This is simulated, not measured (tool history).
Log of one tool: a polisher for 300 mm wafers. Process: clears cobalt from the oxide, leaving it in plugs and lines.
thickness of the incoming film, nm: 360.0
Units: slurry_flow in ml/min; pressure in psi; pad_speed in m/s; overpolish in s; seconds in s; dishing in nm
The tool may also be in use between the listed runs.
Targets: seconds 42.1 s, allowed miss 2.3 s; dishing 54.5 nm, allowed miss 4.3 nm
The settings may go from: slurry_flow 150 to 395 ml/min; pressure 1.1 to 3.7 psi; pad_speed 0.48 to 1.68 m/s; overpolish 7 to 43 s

{"run": 1, "day": 0.0, "slurry_flow": 250, "pressure": 2.4, "pad_speed": 1.08, "overpolish": 22, "seconds": 55.272, "dishing": 50.596}
{"run": 2, "day": 0.192, "slurry_flow": 250, "pressure": 2.4, "pad_speed": 1.08, "overpolish": 25, "seconds": 55.745, "dishing": 52.513}
{"run": 3, "day": 0.317, "slurry_flow": 250, "pressure": 2.4, "pad_speed": 1.08, "overpolish": 31, "seconds": 54.879, "dishing": 52.948}
{"run": 4, "day": 0.667, "slurry_flow": 250, "pressure": 2.6, "pad_speed": 1.08, "overpolish": 29, "seconds": 51.307, "dishing": 54.255}
{"run": 5, "day": 0.996, "slurry_flow": 250, "pressure": 2.1, "pad_speed": 1.08, "overpolish": 29, "seconds": 62.391, "dishing": 53.049}
{"run": 6, "day": 1.158, "slurry_flow": 250, "pressure": 2.1, "pad_speed": 1.08, "overpolish": 21, "seconds": 60.906, "dishing": 49.194}
{"run": 7, "day": 1.421, "slurry_flow": 250, "pressure": 2.1, "pad_speed": 1.08, "overpolish": 21, "seconds": 61.533, "dishing": 49.323}
{"run": 8, "day": 1.592, "slurry_flow": 250, "pressure": 2.4, "pad_speed": 1.1, "overpolish": 22, "seconds": 52.326, "dishing": 51.646}
{"run": 9, "day": 1.946, "slurry_flow": 250, "pressure": 2.5, "pad_speed": 1.1, "overpolish": 22, "seconds": 52.24, "dishing": 50.726}
{"run": 10, "day": 2.312, "slurry_flow": 250, "pressure": 2.6, "pad_speed": 1.12, "overpolish": 23, "seconds": 48.494, "dishing": 54.43}
{"run": 11, "day": 2.5, "slurry_flow": 250, "pressure": 2.7, "pad_speed": 1.12, "overpolish": 21, "seconds": 48.38, "dishing": 53.45}
{"day": 2.621, "done": "head pressure recalibrated"}
{"run": 12, "day": 2.621, "slurry_flow": 250, "pressure": 2.8, "pad_speed": 1.12, "overpolish": 20, "seconds": 48.089, "dishing": 50.024}
{"run": 13, "day": 2.746, "slurry_flow": 250, "pressure": 2.9, "pad_speed": 1.14, "overpolish": 22, "seconds": 47.501, "dishing": 53.416}

4 next moves are on the table. One of them brings every result within its allowed miss. Which?
{"run": "A", "day": 2.871, "slurry_flow": 230, "pressure": 3, "pad_speed": 1.1, "overpolish": 29, "seconds": "?", "dishing": "?"}
{"run": "B", "day": 2.871, "slurry_flow": 290, "pressure": 3.2, "pad_speed": 1.02, "overpolish": 28, "seconds": "?", "dishing": "?"}
{"run": "C", "day": 2.871, "slurry_flow": 295, "pressure": 3.7, "pad_speed": 1, "overpolish": 41, "seconds": "?", "dishing": "?"}
{"run": "D", "day": 2.871, "slurry_flow": 150, "pressure": 2.6, "pad_speed": 1.28, "overpolish": 28, "seconds": "?", "dishing": "?"}

move=A seconds=47.131 dishing=53.341
move=B seconds=46.671 dishing=53.25
move=C seconds=41.215 dishing=54.098
move=D seconds=48.886 dishing=53.046
A: nearer than the last run, and not there yet
B: nearer than the last run, and not there yet
C: meets every target
D: further off than the last run
Move C is the one to make.

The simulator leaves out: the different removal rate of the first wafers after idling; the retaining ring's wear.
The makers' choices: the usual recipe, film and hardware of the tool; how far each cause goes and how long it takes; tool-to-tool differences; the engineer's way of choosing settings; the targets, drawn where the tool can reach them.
